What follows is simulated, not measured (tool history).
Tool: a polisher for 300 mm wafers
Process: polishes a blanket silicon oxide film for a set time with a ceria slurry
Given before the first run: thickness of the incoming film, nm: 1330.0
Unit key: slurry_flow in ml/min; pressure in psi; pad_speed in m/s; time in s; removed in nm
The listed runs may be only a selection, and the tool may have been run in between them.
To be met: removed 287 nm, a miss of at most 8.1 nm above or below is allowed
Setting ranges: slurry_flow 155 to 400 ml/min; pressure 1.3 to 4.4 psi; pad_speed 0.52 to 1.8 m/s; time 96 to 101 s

run 1 day=0 | slurry_flow=255 pressure=2.8 pad_speed=1.16 time=96 | removed=526.83
run 2 day=0.083 | slurry_flow=255 pressure=2.5 pad_speed=1.14 time=96 | removed=466.61
run 3 day=0.417 | slurry_flow=255 pressure=2.5 pad_speed=1 time=96 | removed=416.28
run 4 day=0.554 | slurry_flow=310 pressure=2.5 pad_speed=1 time=96 | removed=423.01
run 5 day=0.583 | slurry_flow=310 pressure=2.9 pad_speed=1 time=96 | removed=478.36
run 6 day=0.888 | slurry_flow=310 pressure=2.9 pad_speed=1 time=101 | removed=506.96
run 7 day=1.217 | slurry_flow=310 pressure=2.6 pad_speed=0.98 time=101 | removed=451.53
run 8 day=1.512 | slurry_flow=310 pressure=2.3 pad_speed=0.98 time=101 | removed=405.79
run 9 day=1.538 | slurry_flow=310 pressure=2.1 pad_speed=0.98 time=101 | removed=380.84
run 10 day=1.671 | slurry_flow=310 pressure=1.9 pad_speed=0.98 time=101 | removed=350.62
run 11 day=1.821 | slurry_flow=310 pressure=1.9 pad_speed=0.98 time=101 | removed=351.17
run 12 day=2.096 | slurry_flow=310 pressure=1.8 pad_speed=0.98 time=101 | removed=332.61
run 13 day=2.15 | slurry_flow=310 pressure=1.7 pad_speed=0.98 time=101 | removed=318.98
run 14 day=2.358 | slurry_flow=310 pressure=1.6 pad_speed=0.98 time=101 | removed=303.33

5 candidate next runs follow, results not yet known. Just one meets every target within its allowed miss. Identify it.
run A day=2.567 | slurry_flow=245 pressure=1.4 pad_speed=1.14 time=99 | removed=?
run B day=2.567 | slurry_flow=280 pressure=1.9 pad_speed=0.86 time=101 | removed=?
run C day=2.567 | slurry_flow=315 pressure=1.5 pad_speed=1.12 time=96 | removed=?
run D day=2.567 | slurry_flow=310 pressure=1.4 pad_speed=1.12 time=100 | removed=?
run E day=2.567 | slurry_flow=285 pressure=1.6 pad_speed=0.96 time=99 | removed=?

move=A removed=308.59
move=B removed=308.63
move=C removed=318.1
move=D removed=314.06
move=E removed=294.19
A: further off than the last run
B: further off than the last run
C: further off than the last run
D: further off than the last run
E: every result within its allowed miss
Answer: E
